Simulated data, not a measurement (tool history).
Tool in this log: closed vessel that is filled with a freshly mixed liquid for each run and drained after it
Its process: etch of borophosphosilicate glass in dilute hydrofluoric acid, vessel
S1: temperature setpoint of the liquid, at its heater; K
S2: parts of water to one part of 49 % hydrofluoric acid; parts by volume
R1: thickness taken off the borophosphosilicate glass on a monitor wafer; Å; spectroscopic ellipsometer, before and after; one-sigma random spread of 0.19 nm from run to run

Run 1, hour 0: S1 295.15 K, S2 240 parts by volume, time in the liquid (s) 100. Result: R1 161.5 Å.
Run 2, hour 9: S1 296.15 K, S2 225 parts by volume, time in the liquid (s) 100. Result: R1 180.91 Å.
Run 3, hour 16: S1 296.15 K, S2 155 parts by volume, time in the liquid (s) 100. Result: R1 283.59 Å.
Run 4, hour 22.7: S1 297.15 K, S2 155 parts by volume, time in the liquid (s) 100. Result: R1 291.82 Å.
Run 5, hour 25.5: S1 297.65 K, S2 155 parts by volume, time in the liquid (s) 100. Result: R1 301.42 Å.
Run 6, hour 26.5: S1 297.65 K, S2 155 parts by volume, time in the liquid (s) 105. Result: R1 313.12 Å.

Run 7 has not been measured yet. What should we expect?
Run 7, hour 32.5: S1 298.15 K, S2 155 parts by volume, time in the liquid (s) 105. Result: R1 ?.

Run 7 produced R1 324.26 Å.
